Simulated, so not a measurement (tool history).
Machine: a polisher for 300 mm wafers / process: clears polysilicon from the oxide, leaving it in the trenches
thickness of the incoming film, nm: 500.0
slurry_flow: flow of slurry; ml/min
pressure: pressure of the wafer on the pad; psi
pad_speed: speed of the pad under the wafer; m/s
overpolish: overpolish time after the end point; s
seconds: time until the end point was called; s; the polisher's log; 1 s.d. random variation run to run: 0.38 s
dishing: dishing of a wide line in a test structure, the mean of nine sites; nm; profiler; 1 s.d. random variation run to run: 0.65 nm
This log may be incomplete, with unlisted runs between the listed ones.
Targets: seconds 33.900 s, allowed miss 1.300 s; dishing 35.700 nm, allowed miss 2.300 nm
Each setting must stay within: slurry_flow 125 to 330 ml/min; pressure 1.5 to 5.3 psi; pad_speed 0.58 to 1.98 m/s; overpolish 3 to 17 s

run,day,slurry_flow,pressure,pad_speed,overpolish,seconds,dishing
1,0.000,210,3.4,1.28,9,20.379,35.937
2,0.104,210,3.8,1.28,9,19.209,36.008
3,0.267,210,3.3,1.24,9,21.588,37.213
4,0.612,190,3.1,1.18,8,24.399,36.298
5,0.975,180,2.8,1.18,7,25.486,34.234
6,1.196,185,2.5,1.16,8,27.829,34.633
7,1.379,195,2.3,1.14,9,29.782,36.351
8,1.712,175,1.8,1.12,7,35.358,32.901

5 next moves are on the table. One of them brings every result within its allowed miss. Which?
A,2.046,150,1.8,1.14,6,?,?
B,2.046,160,3.1,0.90,11,?,?
C,2.046,285,1.9,1.06,10,?,?
D,2.046,200,2.4,1.06,10,?,?
E,2.046,155,1.5,1.18,5,?,?

move,seconds,dishing
A,35.512,30.732
B,32.183,34.649
C,34.374,34.184
D,31.297,34.480
E,37.402,28.328
A: misses by more than the last run did
B: brings the result that was furthest off to its target, and leaves another outside
C: all results land within tolerance of their targets
D: brings the result that was furthest off to its target, and leaves another outside
E: misses by more than the last run did
The move that meets every target is C.
